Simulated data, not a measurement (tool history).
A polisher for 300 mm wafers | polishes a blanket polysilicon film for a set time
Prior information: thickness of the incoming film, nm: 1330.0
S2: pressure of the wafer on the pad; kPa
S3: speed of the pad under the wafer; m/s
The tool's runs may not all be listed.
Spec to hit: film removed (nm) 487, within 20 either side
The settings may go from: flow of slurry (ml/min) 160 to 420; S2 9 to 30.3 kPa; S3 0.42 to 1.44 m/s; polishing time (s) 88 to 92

{"run": 1, "hour": 0.0, "flow of slurry (ml/min)": 270, "S2": 19.3, "S3": 0.92, "polishing time (s)": 88, "film removed (nm)": 743}
{"run": 2, "hour": 6.1, "flow of slurry (ml/min)": 270, "S2": 17.9, "S3": 0.92, "polishing time (s)": 88, "film removed (nm)": 695.47}
{"run": 3, "hour": 12.5, "flow of slurry (ml/min)": 270, "S2": 16.5, "S3": 0.92, "polishing time (s)": 88, "film removed (nm)": 657.49}
{"run": 4, "hour": 17.2, "flow of slurry (ml/min)": 215, "S2": 16.5, "S3": 0.92, "polishing time (s)": 88, "film removed (nm)": 614.37}
{"run": 5, "hour": 25.6, "flow of slurry (ml/min)": 250, "S2": 16.5, "S3": 0.92, "polishing time (s)": 88, "film removed (nm)": 646.26}
{"run": 6, "hour": 34.1, "flow of slurry (ml/min)": 250, "S2": 16.5, "S3": 1.06, "polishing time (s)": 88, "film removed (nm)": 745}
{"run": 7, "hour": 36.2, "flow of slurry (ml/min)": 245, "S2": 15.2, "S3": 1.06, "polishing time (s)": 88, "film removed (nm)": 701.04}
{"run": 8, "hour": 38.5, "flow of slurry (ml/min)": 240, "S2": 13.8, "S3": 1.06, "polishing time (s)": 88, "film removed (nm)": 652.43}
{"run": 9, "hour": 40.1, "flow of slurry (ml/min)": 235, "S2": 13.1, "S3": 1.06, "polishing time (s)": 88, "film removed (nm)": 613.98}
{"run": 10, "hour": 46.6, "flow of slurry (ml/min)": 230, "S2": 12.4, "S3": 1.06, "polishing time (s)": 88, "film removed (nm)": 598.71}
{"run": 11, "hour": 51.7, "flow of slurry (ml/min)": 225, "S2": 11.7, "S3": 1.06, "polishing time (s)": 88, "film removed (nm)": 580.18}

Pick the move, out of 5, that brings all results within their allowed miss; only one does.
{"run": "A", "hour": 56.8, "flow of slurry (ml/min)": 235, "S2": 15.9, "S3": 1.12, "polishing time (s)": 90, "film removed (nm)": "?"}
{"run": "B", "hour": 56.8, "flow of slurry (ml/min)": 220, "S2": 13.1, "S3": 0.84, "polishing time (s)": 88, "film removed (nm)": "?"}
{"run": "C", "hour": 56.8, "flow of slurry (ml/min)": 195, "S2": 11.7, "S3": 1.1, "polishing time (s)": 92, "film removed (nm)": "?"}
{"run": "D", "hour": 56.8, "flow of slurry (ml/min)": 160, "S2": 17.9, "S3": 0.8, "polishing time (s)": 88, "film removed (nm)": "?"}
{"run": "E", "hour": 56.8, "flow of slurry (ml/min)": 215, "S2": 9, "S3": 1, "polishing time (s)": 88, "film removed (nm)": "?"}

move=A film_removed_(nm)=748.22
move=B film_removed_(nm)=478.74
move=C film_removed_(nm)=588.1
move=D film_removed_(nm)=522.68
move=E film_removed_(nm)=445.92
A: its largest miss is bigger than the last run's
B: hits every target within its allowed miss
C: its largest miss is bigger than the last run's
D: better than the last run, though not everything is in spec
E: takes the result that was furthest off past its target
The right move is B.
